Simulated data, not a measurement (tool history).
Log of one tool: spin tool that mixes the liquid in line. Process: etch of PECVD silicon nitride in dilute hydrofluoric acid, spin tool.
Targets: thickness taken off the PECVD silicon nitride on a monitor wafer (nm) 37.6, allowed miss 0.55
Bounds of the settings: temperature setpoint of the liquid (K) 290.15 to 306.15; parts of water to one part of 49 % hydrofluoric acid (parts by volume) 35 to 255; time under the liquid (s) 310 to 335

| run | day | temperature setpoint of the liquid (K) | parts of water to one part of 49 % hydrofluoric acid (parts by volume) | time under the liquid (s) | thickness taken off the PECVD silicon nitride on a monitor wafer (nm) |
|---|---|---|---|---|---|
| 1 | 0 | 298.15 | 145 | 310 | 9.9199 |
| 2 | 0.188 | 299.65 | 120 | 310 | 13.28 |
| 3 | 0.442 | 299.65 | 95 | 310 | 16.717 |
| 4 | 0.538 | 301.15 | 85 | 310 | 20.462 |
| 5 | 0.583 | 302.15 | 80 | 310 | 23.186 |
| 6 | 0.696 | 302.15 | 80 | 310 | 23.38 |
| 7 | 1.004 | 303.15 | 75 | 310 | 26.578 |
| 8 | 1.288 | 303.15 | 75 | 310 | 26.459 |
| 9 | 1.542 | 303.65 | 75 | 310 | 27.471 |
| 10 | 1.738 | 306.15 | 50 | 310 | 47.958 |
| 11 | 1.817 | 305.65 | 50 | 310 | 46.486 |
| 12 | 1.85 | 305.15 | 50 | 310 | 44.973 |
| 13 | 1.896 | 304.65 | 50 | 310 | 43.473 |

4 next moves are on the table. One of them brings every result within its allowed miss. Which?
| A | 1.942 | 304.65 | 65 | 335 | ? |
| B | 1.942 | 301.65 | 50 | 335 | ? |
| C | 1.942 | 304.15 | 55 | 315 | ? |
| D | 1.942 | 305.15 | 60 | 310 | ? |

| move | thickness taken off the PECVD silicon nitride on a monitor wafer (nm) |
|---|---|
| A | 36.232 |
| B | 38.773 |
| C | 38.982 |
| D | 37.485 |
A: takes the result that was furthest off past its target
B: nearer than the last run, and not there yet
C: nearer than the last run, and not there yet
D: meets every target
Answer: D
